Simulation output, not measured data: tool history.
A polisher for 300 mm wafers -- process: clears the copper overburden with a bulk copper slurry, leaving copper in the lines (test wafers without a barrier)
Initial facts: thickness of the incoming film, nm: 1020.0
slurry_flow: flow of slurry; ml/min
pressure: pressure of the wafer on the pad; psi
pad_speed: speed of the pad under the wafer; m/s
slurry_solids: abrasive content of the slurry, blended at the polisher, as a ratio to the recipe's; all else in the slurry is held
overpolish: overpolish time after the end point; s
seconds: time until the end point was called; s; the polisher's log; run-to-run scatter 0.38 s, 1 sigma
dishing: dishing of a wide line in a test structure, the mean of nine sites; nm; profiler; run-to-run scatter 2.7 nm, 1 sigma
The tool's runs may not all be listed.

run    day  slurry_flow  pressure  pad_speed  slurry_solids  overpolish  seconds  dishing
  1  0.000          295       3.2       1.24           1.00          16   72.346   89.905
  2  0.071          295       3.2       1.24           0.80          16   73.410   86.359
  3  0.362          295       3.2       1.34           0.80          16   70.269   91.164
  4  0.621          295       3.2       1.34           0.65          16   73.059   90.734
  5  0.742          295       3.2       1.34           0.50          16   74.986   87.034
  6  0.904          295       2.6       1.34           0.50          16   85.064   81.763
  7  0.950          295       3.1       1.36           0.50          16   74.936   87.113
  8  1.192          295       3.5       1.36           0.50          16   69.872   90.944
  9  1.325          295       3.8       1.38           0.50          16   64.988   97.090
 10  1.517          295       4.1       1.40           0.50          15   61.972   97.766
 11  1.542          295       4.1       1.40           0.50          15   61.826   96.403
 12  1.617          295       4.3       1.44           0.50          15   58.367   94.529
 13  1.958          295       4.3       1.44           0.50          15   58.196   97.814
 14  2.121          295       4.5       1.48           0.50          15   54.773   99.216

Expected results for the next run?
     2.417  -- worn pad replaced by a new one
 15  2.417          295       4.6       1.50           0.50          15        ?        ?

Logged for run 15: seconds 49.166 s, dishing 109.870 nm.

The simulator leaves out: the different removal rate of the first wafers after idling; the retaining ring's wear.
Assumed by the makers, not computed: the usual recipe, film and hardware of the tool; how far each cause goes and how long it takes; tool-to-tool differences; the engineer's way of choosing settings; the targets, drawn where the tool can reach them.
